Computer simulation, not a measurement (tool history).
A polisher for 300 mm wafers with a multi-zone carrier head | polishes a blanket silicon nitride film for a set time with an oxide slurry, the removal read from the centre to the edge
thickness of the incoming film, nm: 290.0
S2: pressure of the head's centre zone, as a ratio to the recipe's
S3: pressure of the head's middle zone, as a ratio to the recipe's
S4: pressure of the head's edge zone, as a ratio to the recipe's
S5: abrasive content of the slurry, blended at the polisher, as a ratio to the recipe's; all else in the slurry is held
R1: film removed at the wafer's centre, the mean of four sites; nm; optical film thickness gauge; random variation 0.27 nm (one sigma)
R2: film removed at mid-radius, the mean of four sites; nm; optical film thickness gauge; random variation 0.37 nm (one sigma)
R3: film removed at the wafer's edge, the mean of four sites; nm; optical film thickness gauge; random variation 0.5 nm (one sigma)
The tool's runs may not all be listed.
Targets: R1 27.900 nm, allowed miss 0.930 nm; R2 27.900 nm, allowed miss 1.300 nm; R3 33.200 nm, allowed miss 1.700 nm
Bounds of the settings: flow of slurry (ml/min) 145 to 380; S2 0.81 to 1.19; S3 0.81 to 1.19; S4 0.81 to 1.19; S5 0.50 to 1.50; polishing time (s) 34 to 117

Run 1, hour 0.0: flow of slurry (ml/min) 245, S2 1.00, S3 1.00, S4 1.00, S5 1.00, polishing time (s) 75. Result: R1 41.632 nm, R2 41.350 nm, R3 42.306 nm.
Run 2, hour 6.4: flow of slurry (ml/min) 240, S2 0.97, S3 0.96, S4 1.00, S5 0.90, polishing time (s) 75. Result: R1 38.601 nm, R2 38.749 nm, R3 40.339 nm.
Run 3, hour 12.5: flow of slurry (ml/min) 240, S2 0.90, S3 0.96, S4 1.00, S5 0.90, polishing time (s) 75. Result: R1 36.968 nm, R2 38.027 nm, R3 40.214 nm.
Run 4, hour 17.7: flow of slurry (ml/min) 235, S2 0.88, S3 0.93, S4 1.01, S5 0.80, polishing time (s) 74. Result: R1 34.244 nm, R2 34.340 nm, R3 37.776 nm.
Run 5, hour 26.7: flow of slurry (ml/min) 235, S2 0.88, S3 0.93, S4 1.01, S5 0.80, polishing time (s) 81. Result: R1 37.368 nm, R2 37.744 nm, R3 40.708 nm.
Run 6, hour 32.9: flow of slurry (ml/min) 225, S2 0.86, S3 0.92, S4 1.03, S5 0.75, polishing time (s) 79. Result: R1 34.368 nm, R2 34.887 nm, R3 39.385 nm.
Run 7, hour 35.4: flow of slurry (ml/min) 205, S2 0.81, S3 0.85, S4 0.96, S5 0.50, polishing time (s) 76. Result: R1 24.477 nm, R2 24.550 nm, R3 27.875 nm.
Run 8, hour 42.9: flow of slurry (ml/min) 225, S2 0.82, S3 0.86, S4 0.99, S5 0.50, polishing time (s) 75. Result: R1 24.725 nm, R2 24.300 nm, R3 28.238 nm.
Run 9, hour 49.9: flow of slurry (ml/min) 225, S2 0.83, S3 0.88, S4 1.02, S5 0.50, polishing time (s) 74. Result: R1 24.598 nm, R2 24.632 nm, R3 28.415 nm.
Run 10, hour 54.0: flow of slurry (ml/min) 225, S2 0.85, S3 0.89, S4 1.05, S5 0.50, polishing time (s) 74. Result: R1 24.935 nm, R2 24.977 nm, R3 29.165 nm.
Run 11, hour 61.5: flow of slurry (ml/min) 230, S2 0.87, S3 0.90, S4 1.07, S5 0.50, polishing time (s) 74. Result: R1 24.788 nm, R2 25.852 nm, R3 29.540 nm.
Run 12, hour 62.4: flow of slurry (ml/min) 250, S2 0.95, S3 0.85, S4 1.14, S5 0.70, polishing time (s) 75. Result: R1 33.739 nm, R2 31.190 nm, R3 37.520 nm.
Run 13, hour 65.5: flow of slurry (ml/min) 240, S2 0.92, S3 0.85, S4 1.12, S5 0.70, polishing time (s) 75. Result: R1 32.729 nm, R2 30.448 nm, R3 37.258 nm.
Run 14, hour 66.7: flow of slurry (ml/min) 235, S2 0.90, S3 0.86, S4 1.10, S5 0.70, polishing time (s) 75. Result: R1 32.671 nm, R2 31.561 nm, R3 35.905 nm.
Run 15, hour 72.7: flow of slurry (ml/min) 250, S2 0.90, S3 0.88, S4 1.09, S5 0.65, polishing time (s) 75. Result: R1 31.226 nm, R2 29.504 nm, R3 35.496 nm.
Run 16, hour 73.6: flow of slurry (ml/min) 245, S2 0.88, S3 0.88, S4 1.09, S5 0.65, polishing time (s) 75. Result: R1 30.645 nm, R2 30.960 nm, R3 34.517 nm.
Run 17, hour 82.2: flow of slurry (ml/min) 230, S2 0.87, S3 0.88, S4 1.08, S5 0.65, polishing time (s) 75. Result: R1 30.302 nm, R2 29.404 nm, R3 33.904 nm.
Run 18, hour 82.9: flow of slurry (ml/min) 200, S2 0.81, S3 0.89, S4 1.09, S5 0.65, polishing time (s) 75. Result: R1 28.796 nm, R2 29.849 nm, R3 33.755 nm.

Which of these 5 next moves meets every target?
Run A, hour 83.6: flow of slurry (ml/min) 205, S2 0.85, S3 0.99, S4 0.93, S5 0.90, polishing time (s) 62. Result: R1 ?, R2 ?, R3 ?.
Run B, hour 83.6: flow of slurry (ml/min) 190, S2 0.91, S3 1.00, S4 0.88, S5 1.10, polishing time (s) 56. Result: R1 ?, R2 ?, R3 ?.
Run C, hour 83.6: flow of slurry (ml/min) 160, S2 0.95, S3 0.81, S4 1.06, S5 0.80, polishing time (s) 67. Result: R1 ?, R2 ?, R3 ?.
Run D, hour 83.6: flow of slurry (ml/min) 205, S2 0.83, S3 0.87, S4 1.10, S5 0.60, polishing time (s) 75. Result: R1 ?, R2 ?, R3 ?.
Run E, hour 83.6: flow of slurry (ml/min) 160, S2 0.81, S3 0.95, S4 1.13, S5 0.75, polishing time (s) 72. Result: R1 ?, R2 ?, R3 ?.

move      R1      R2      R3
   A  29.074  31.668  31.495
   B  29.652  31.356  30.454
   C  30.153  26.216  32.648
   D  27.642  27.417  32.270
   E  28.586  31.042  34.620
A: further off than the last run
B: further off than the last run
C: takes the result that was furthest off past its target
D: meets every target
E: further off than the last run
Answer: D

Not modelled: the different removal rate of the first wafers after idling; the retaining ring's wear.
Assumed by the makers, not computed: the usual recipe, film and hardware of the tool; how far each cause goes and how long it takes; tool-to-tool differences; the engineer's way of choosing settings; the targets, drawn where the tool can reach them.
